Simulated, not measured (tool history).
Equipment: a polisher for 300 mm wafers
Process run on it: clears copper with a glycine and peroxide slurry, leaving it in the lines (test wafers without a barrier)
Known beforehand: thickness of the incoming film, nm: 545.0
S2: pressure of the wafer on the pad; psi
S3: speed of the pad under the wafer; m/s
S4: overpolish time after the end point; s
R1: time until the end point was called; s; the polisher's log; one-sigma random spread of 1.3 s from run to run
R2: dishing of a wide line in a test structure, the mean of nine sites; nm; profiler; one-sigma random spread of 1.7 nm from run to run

{"run": 1, "hour": 0.0, "flow of slurry (ml/min)": 160, "S2": 2, "S3": 1.12, "S4": 26, "R1": 109.82, "R2": 69.595}
{"run": 2, "hour": 2.2, "flow of slurry (ml/min)": 160, "S2": 2.1, "S3": 1.12, "S4": 27, "R1": 105.98, "R2": 74.09}
{"run": 3, "hour": 10.2, "flow of slurry (ml/min)": 160, "S2": 2.1, "S3": 1.12, "S4": 31, "R1": 111.49, "R2": 80.266}
{"run": 4, "hour": 13.1, "flow of slurry (ml/min)": 190, "S2": 2.1, "S3": 1.12, "S4": 31, "R1": 103.19, "R2": 82.271}
{"run": 5, "hour": 18.7, "flow of slurry (ml/min)": 190, "S2": 2.1, "S3": 1.12, "S4": 24, "R1": 107.98, "R2": 71.661}
{"run": 6, "hour": 21.7, "flow of slurry (ml/min)": 150, "S2": 2.1, "S3": 1.12, "S4": 24, "R1": 109.21, "R2": 70.332}
{"run": 7, "hour": 30.5, "flow of slurry (ml/min)": 150, "S2": 2.2, "S3": 1.12, "S4": 25, "R1": 103.95, "R2": 73.343}
{"run": 8, "hour": 37.9, "flow of slurry (ml/min)": 150, "S2": 2.3, "S3": 1.12, "S4": 27, "R1": 101.47, "R2": 80.491}
{"run": 9, "hour": 43.2, "flow of slurry (ml/min)": 150, "S2": 2.4, "S3": 1.12, "S4": 28, "R1": 97.672, "R2": 82.492}
{"run": 10, "hour": 51.2, "flow of slurry (ml/min)": 150, "S2": 2.5, "S3": 1.12, "S4": 29, "R1": 92.997, "R2": 83.39}

The next listed run, before its measurement:
{"run": 11, "hour": 56.0, "flow of slurry (ml/min)": 150, "S2": 2.5, "S3": 1.12, "S4": 31, "R1": "?", "R2": "?"}

R1: 94.316 s
R2: 88.922 nm
